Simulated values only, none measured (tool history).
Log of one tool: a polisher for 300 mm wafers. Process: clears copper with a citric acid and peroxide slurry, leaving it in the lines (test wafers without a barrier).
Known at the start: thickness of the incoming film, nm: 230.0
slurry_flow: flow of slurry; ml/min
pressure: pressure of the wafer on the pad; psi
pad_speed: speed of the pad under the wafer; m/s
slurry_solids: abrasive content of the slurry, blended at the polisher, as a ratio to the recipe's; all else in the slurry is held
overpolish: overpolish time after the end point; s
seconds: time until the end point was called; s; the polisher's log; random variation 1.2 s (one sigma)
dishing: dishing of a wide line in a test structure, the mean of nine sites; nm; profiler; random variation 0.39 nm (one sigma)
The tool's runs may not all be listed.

| run | day | slurry_flow | pressure | pad_speed | slurry_solids | overpolish | seconds | dishing |
|---|---|---|---|---|---|---|---|---|
| 1 | 0 | 270 | 2.8 | 0.98 | 1 | 8 | 138.46 | 10.857 |
| 2 | 0.367 | 270 | 3.2 | 1.06 | 1 | 9 | 113.81 | 14.544 |
| 3 | 0.554 | 270 | 3.5 | 1.14 | 1 | 9 | 98.684 | 17.04 |
| 4 | 0.779 | 270 | 3.8 | 1.2 | 1 | 9 | 87.53 | 19.408 |
| 5 | 0.992 | 270 | 4 | 1.26 | 1 | 9 | 79.662 | 20.411 |
| 6 | 1.225 | 270 | 3.7 | 1.26 | 1 | 9 | 85.006 | 18.733 |
| 7 | 1.433 | 270 | 3.9 | 1.3 | 1 | 9 | 78.663 | 20.576 |
| 8 | 1.733 | 270 | 4 | 1.32 | 1 | 9 | 76.052 | 21.45 |
| 9 | 2.092 | 270 | 4.1 | 1.34 | 1 | 9 | 72.216 | 22.341 |
| 10 | 2.279 | 270 | 4.2 | 1.36 | 1 | 9 | 72.78 | 22.506 |
| 11 | 2.5 | 270 | 4.3 | 1.4 | 1 | 9 | 68.981 | 23.748 |
| 12 | 2.567 | 270 | 4.3 | 1.42 | 1 | 9 | 66.014 | 24.306 |
| 13 | 2.762 | 270 | 4.4 | 1.42 | 1 | 9 | 64.539 | 25.127 |

Forecast run 14:
|  | 2.95 | slurry blender recalibrated |
| 14 | 2.95 | 270 | 4.4 | 1.42 | 1 | 10 | ? | ? |

{"run 14": {"seconds": 57.87, "dishing": 30.323}}

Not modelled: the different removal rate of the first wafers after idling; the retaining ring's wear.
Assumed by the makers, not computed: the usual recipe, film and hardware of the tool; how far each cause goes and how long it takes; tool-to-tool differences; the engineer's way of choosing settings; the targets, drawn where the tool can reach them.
